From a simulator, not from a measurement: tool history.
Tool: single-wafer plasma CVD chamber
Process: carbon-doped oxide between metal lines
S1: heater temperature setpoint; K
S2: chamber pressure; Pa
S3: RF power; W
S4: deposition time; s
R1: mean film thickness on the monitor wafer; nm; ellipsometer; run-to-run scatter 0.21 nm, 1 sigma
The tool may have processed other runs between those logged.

{"run": 1, "hour": 0.0, "S1": 633.15, "S2": 588, "S3": 610, "S4": 10.4, "R1": 56.913}
{"run": 2, "hour": 6.0, "S1": 633.15, "S2": 516, "S3": 610, "S4": 10.4, "R1": 55.51}
{"run": 3, "hour": 8.0, "S1": 633.15, "S2": 567, "S3": 610, "S4": 10.4, "R1": 56.04}
{"run": 4, "hour": 16.0, "S1": 633.15, "S2": 567, "S3": 610, "S4": 10.4, "R1": 56.822}
{"run": 5, "hour": 21.3, "S1": 635.15, "S2": 525, "S3": 575, "S4": 10.4, "R1": 53.101}
{"run": 6, "hour": 27.9, "S1": 637.15, "S2": 491, "S3": 555, "S4": 10.4, "R1": 51.777}

Run 7 is up next; what results do you expect?
{"run": 7, "hour": 35.6, "S1": 638.15, "S2": 467, "S3": 530, "S4": 10.4, "R1": "?"}

Run 7 measured R1 49.962 nm.
